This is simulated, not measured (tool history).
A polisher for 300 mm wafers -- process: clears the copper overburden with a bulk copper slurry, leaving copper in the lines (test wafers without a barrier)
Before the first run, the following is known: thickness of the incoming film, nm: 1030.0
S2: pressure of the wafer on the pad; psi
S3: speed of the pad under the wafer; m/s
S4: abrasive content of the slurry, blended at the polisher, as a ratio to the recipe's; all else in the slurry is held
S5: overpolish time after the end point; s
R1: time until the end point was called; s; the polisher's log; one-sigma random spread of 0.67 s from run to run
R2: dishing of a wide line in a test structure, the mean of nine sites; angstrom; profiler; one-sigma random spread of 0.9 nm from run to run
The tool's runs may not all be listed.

Run 1, hour 0.0: flow of slurry (ml/min) 245, S2 3.4 psi, S3 1.00 m/s, S4 1.00, S5 11 s. Result: R1 102.320 s, R2 359.25 angstrom.
Run 2, hour 0.8: flow of slurry (ml/min) 280, S2 3.4 psi, S3 1.00 m/s, S4 1.00, S5 11 s. Result: R1 101.310 s, R2 355.94 angstrom.
Run 3, hour 7.2: flow of slurry (ml/min) 280, S2 3.4 psi, S3 1.18 m/s, S4 1.00, S5 11 s. Result: R1 85.136 s, R2 388.21 angstrom.
Run 4, hour 8.6: flow of slurry (ml/min) 280, S2 3.4 psi, S3 1.18 m/s, S4 1.15, S5 11 s. Result: R1 84.246 s, R2 368.62 angstrom.
Run 5, hour 14.4: flow of slurry (ml/min) 240, S2 3.4 psi, S3 1.18 m/s, S4 1.15, S5 11 s. Result: R1 84.603 s, R2 371.91 angstrom.
Run 6, hour 15.0: flow of slurry (ml/min) 240, S2 3.7 psi, S3 1.18 m/s, S4 1.15, S5 11 s. Result: R1 77.580 s, R2 391.26 angstrom.
Run 7, hour 16.6: flow of slurry (ml/min) 240, S2 3.9 psi, S3 1.18 m/s, S4 1.15, S5 10 s. Result: R1 73.668 s, R2 371.85 angstrom.
Run 8, hour 17.1: flow of slurry (ml/min) 240, S2 4.1 psi, S3 1.18 m/s, S4 1.15, S5 10 s. Result: R1 69.639 s, R2 406.75 angstrom.

Run 9 has not been measured yet. What should we expect?
Run 9, hour 22.1: flow of slurry (ml/min) 240, S2 4.3 psi, S3 1.18 m/s, S4 1.15, S5 9 s. Result: R1 ?, R2 ?.

R1: 67.960 s
R2: 390.77 angstrom

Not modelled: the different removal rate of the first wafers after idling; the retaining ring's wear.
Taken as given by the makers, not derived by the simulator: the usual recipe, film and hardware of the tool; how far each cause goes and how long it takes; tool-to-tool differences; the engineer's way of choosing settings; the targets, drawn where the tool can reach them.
